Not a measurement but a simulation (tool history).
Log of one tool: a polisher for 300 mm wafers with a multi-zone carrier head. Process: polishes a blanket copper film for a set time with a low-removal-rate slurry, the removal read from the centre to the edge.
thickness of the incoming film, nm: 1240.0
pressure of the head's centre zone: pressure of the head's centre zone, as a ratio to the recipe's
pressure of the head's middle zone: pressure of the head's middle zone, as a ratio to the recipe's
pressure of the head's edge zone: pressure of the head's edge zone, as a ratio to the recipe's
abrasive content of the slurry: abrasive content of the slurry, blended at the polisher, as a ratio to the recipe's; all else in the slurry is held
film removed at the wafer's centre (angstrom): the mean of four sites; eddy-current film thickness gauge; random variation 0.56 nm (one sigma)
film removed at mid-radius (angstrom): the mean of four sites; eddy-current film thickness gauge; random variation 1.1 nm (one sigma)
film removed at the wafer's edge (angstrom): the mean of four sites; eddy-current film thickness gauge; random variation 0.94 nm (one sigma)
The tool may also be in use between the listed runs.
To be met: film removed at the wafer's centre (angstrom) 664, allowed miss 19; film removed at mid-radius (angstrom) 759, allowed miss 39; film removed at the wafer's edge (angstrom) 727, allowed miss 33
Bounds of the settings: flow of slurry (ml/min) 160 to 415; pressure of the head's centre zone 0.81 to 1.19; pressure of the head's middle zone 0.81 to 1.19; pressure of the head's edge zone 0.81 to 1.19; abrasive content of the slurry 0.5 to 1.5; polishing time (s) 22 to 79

run,hour,flow of slurry (ml/min),pressure of the head's centre zone,pressure of the head's middle zone,pressure of the head's edge zone,abrasive content of the slurry,polishing time (s),film removed at the wafer's centre (angstrom),film removed at mid-radius (angstrom),film removed at the wafer's edge (angstrom)
1,0,265,1,1,1,1,50,1054.8,1053.1,1007
2,5.8,265,1,1,1,0.8,50,1017,955.78,991.32
3,12.1,265,1,0.97,1,0.8,50,1016.4,970.95,992.65
4,13.4,265,1,1.01,1,0.8,50,1006.1,973.52,997.16
5,14.2,300,1,1.01,1,0.8,50,1026.2,1008.8,992.47
6,19.4,300,1,0.98,1,0.8,50,1033.7,997.48,999.98
7,28.3,300,0.97,1,0.97,0.75,48,957.05,937.12,937.76
8,30.4,305,0.94,1.02,0.95,0.7,46,868.04,890.55,855.03
9,33.6,295,0.91,1.03,0.94,0.65,46,827.62,918.91,858.38
10,39.1,295,0.89,1.01,0.93,0.6,45,778.53,837.69,830.67

Which of these 4 next moves meets every target?
A,44.6,415,1.15,0.89,0.81,0.75,36,?,?,?
B,44.6,300,0.98,1.12,0.86,1.15,32,?,?,?
C,44.6,305,0.86,1.1,0.95,0.75,39,?,?,?
D,44.6,290,0.88,1.05,0.97,0.55,39,?,?,?

move,film removed at the wafer's centre (angstrom),film removed at mid-radius (angstrom),film removed at the wafer's edge (angstrom)
A,862.21,653.03,655.94
B,687.54,744.07,633.24
C,680.27,827.37,748.16
D,657.95,751.96,715.84
A: further off than the last run
B: nearer than the last run, and not there yet
C: brings the result that was furthest off to its target, and leaves another outside
D: meets every target
Answer: D

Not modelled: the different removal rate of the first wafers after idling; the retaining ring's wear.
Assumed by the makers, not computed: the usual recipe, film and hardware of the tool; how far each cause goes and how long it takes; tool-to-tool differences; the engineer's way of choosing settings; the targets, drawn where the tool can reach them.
